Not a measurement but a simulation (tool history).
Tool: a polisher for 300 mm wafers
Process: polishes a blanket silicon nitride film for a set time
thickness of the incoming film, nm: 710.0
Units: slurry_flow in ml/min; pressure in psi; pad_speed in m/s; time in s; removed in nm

| run | day | slurry_flow | pressure | pad_speed | time | removed |
|---|---|---|---|---|---|---|
| 1 | 0.000 | 235 | 3.5 | 1.38 | 32 | 65.638 |
| 2 | 0.371 | 235 | 2.9 | 1.38 | 32 | 54.314 |
| 3 | 0.512 | 235 | 2.7 | 1.38 | 32 | 50.738 |
| 4 | 0.583 | 235 | 2.5 | 1.38 | 32 | 47.352 |
| 5 | 0.779 | 290 | 2.5 | 1.38 | 32 | 48.187 |
| 6 | 0.804 | 290 | 2.3 | 1.38 | 32 | 44.282 |

Run 7 comes next. What will it give?
| 7 | 1.075 | 290 | 2.2 | 1.38 | 32 | ? |

Run 7 gave removed 42.954 nm.
